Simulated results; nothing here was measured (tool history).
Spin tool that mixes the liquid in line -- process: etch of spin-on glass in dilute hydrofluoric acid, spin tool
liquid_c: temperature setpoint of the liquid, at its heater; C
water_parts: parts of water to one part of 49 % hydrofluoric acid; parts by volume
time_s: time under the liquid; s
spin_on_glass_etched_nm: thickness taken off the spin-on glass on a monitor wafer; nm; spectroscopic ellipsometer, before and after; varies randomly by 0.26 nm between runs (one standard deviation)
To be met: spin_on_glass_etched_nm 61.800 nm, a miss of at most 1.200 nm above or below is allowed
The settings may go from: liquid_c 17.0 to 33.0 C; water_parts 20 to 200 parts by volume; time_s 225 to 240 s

| run | day | liquid_c | water_parts | time_s | spin_on_glass_etched_nm |
|---|---|---|---|---|---|
| 1 | 0.000 | 25.0 | 110 | 225 | 99.634 |
| 2 | 0.317 | 21.5 | 110 | 225 | 86.091 |
| 3 | 0.612 | 21.5 | 110 | 225 | 85.327 |
| 4 | 0.921 | 21.0 | 110 | 225 | 84.504 |
| 5 | 0.988 | 20.5 | 110 | 225 | 82.856 |
| 6 | 1.338 | 20.0 | 110 | 225 | 80.430 |
| 7 | 1.646 | 19.5 | 110 | 225 | 79.556 |
| 8 | 1.829 | 17.0 | 130 | 225 | 59.531 |

Next run, 4 choices. One meets every target within its allowed miss, the rest don't. Which?
| A | 2.012 | 17.0 | 125 | 225 | ? |
| B | 2.012 | 17.0 | 135 | 235 | ? |
| C | 2.012 | 17.0 | 140 | 240 | ? |
| D | 2.012 | 18.0 | 125 | 225 | ? |

| move | spin_on_glass_etched_nm |
|---|---|
| A | 62.103 |
| B | 59.464 |
| C | 58.272 |
| D | 64.727 |
A: every result lands within tolerance
B: as far off as the last run
C: its largest miss is bigger than the last run's
D: takes the result that was furthest off past its target
The move that meets every target is A.

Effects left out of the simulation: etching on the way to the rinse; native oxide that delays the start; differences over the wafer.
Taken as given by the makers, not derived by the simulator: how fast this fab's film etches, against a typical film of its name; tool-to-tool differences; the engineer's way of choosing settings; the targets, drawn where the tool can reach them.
